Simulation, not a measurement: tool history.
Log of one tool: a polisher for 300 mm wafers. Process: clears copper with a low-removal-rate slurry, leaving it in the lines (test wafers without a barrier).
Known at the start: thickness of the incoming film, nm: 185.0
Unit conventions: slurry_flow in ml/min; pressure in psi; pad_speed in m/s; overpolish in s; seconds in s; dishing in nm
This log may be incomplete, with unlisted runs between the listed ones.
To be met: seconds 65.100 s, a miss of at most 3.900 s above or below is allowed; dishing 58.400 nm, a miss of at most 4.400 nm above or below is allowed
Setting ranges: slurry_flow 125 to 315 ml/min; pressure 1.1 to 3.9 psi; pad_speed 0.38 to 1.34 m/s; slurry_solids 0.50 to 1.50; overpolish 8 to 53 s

run,day,slurry_flow,pressure,pad_speed,slurry_solids,overpolish,seconds,dishing
1,0.000,205,2.5,0.86,1.00,27,82.916,38.351
2,0.075,205,2.5,0.86,1.15,27,80.529,38.998
3,0.121,205,2.5,0.86,1.30,27,79.755,40.715
4,0.317,205,2.5,0.98,1.30,27,68.228,44.713
5,0.462,205,2.2,0.98,1.30,27,78.387,39.797
6,0.750,205,2.3,0.98,1.30,29,75.603,43.590
7,1.075,205,2.4,0.98,1.30,30,71.799,46.767
8,1.121,205,2.5,0.98,1.30,31,70.156,48.558
9,1.225,205,2.6,0.98,1.30,32,65.364,53.285
10,1.375,205,2.6,0.98,1.30,33,66.656,50.948

Which single option among these 5 for the next run brings every result within its allowed miss of target? Just one does.
A,1.525,205,2.2,1.04,1.35,43,?,?
B,1.525,215,3.6,0.82,1.35,30,?,?
C,1.525,205,2.5,1.04,1.35,26,?,?
D,1.525,175,2.7,1.00,1.30,36,?,?
E,1.525,145,2.8,1.14,1.20,26,?,?

move,seconds,dishing
A,73.254,58.299
B,56.827,57.138
C,64.727,44.558
D,64.322,57.903
E,57.351,49.556
A: brings the result that was furthest off to its target, and leaves another outside
B: brings the result that was furthest off to its target, and leaves another outside
C: moves away from the targets compared with the last run
D: every result within its allowed miss
E: moves away from the targets compared with the last run
Move D is the one to make.
